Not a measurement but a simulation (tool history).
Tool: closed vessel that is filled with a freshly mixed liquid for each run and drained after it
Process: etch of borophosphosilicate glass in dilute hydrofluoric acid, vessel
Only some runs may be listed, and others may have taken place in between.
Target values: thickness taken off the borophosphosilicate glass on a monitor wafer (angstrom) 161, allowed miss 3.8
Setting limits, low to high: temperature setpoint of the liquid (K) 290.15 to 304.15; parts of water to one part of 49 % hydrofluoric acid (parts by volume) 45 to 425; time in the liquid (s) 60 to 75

| run | hour | temperature setpoint of the liquid (K) | parts of water to one part of 49 % hydrofluoric acid (parts by volume) | time in the liquid (s) | thickness taken off the borophosphosilicate glass on a monitor wafer (angstrom) |
|---|---|---|---|---|---|
| 1 | 0 | 296.15 | 235 | 75 | 119.88 |
| 2 | 2.8 | 296.15 | 235 | 75 | 120.97 |
| 3 | 9.6 | 296.15 | 270 | 75 | 100.52 |
| 4 | 18.4 | 298.15 | 260 | 75 | 112.13 |
| 5 | 19.9 | 298.15 | 260 | 60 | 89.459 |
| 6 | 22.9 | 298.15 | 260 | 60 | 91.329 |
| 7 | 25 | 298.15 | 230 | 60 | 106.26 |
| 8 | 31 | 298.15 | 205 | 60 | 120.36 |
| 9 | 37.5 | 298.15 | 190 | 60 | 134.19 |
| 10 | 42.8 | 298.15 | 180 | 60 | 142.55 |

Below are 5 possible settings for the next run. Only one of them brings all results inside the allowed miss of their targets. Which is it?
| A | 48.1 | 299.65 | 180 | 60 | ? |
| B | 48.1 | 298.65 | 180 | 60 | ? |
| C | 48.1 | 296.65 | 195 | 65 | ? |
| D | 48.1 | 295.15 | 160 | 65 | ? |
| E | 48.1 | 298.65 | 170 | 65 | ? |

| move | thickness taken off the borophosphosilicate glass on a monitor wafer (angstrom) |
|---|---|
| A | 150.9 |
| B | 145.57 |
| C | 133.04 |
| D | 159.41 |
| E | 168.97 |
A: moves toward the targets from the last run without getting all of them in spec
B: moves toward the targets from the last run without getting all of them in spec
C: moves away from the targets compared with the last run
D: meets every target
E: pushes the last run's worst result past its target
D is the move that brings every result within its allowed miss.
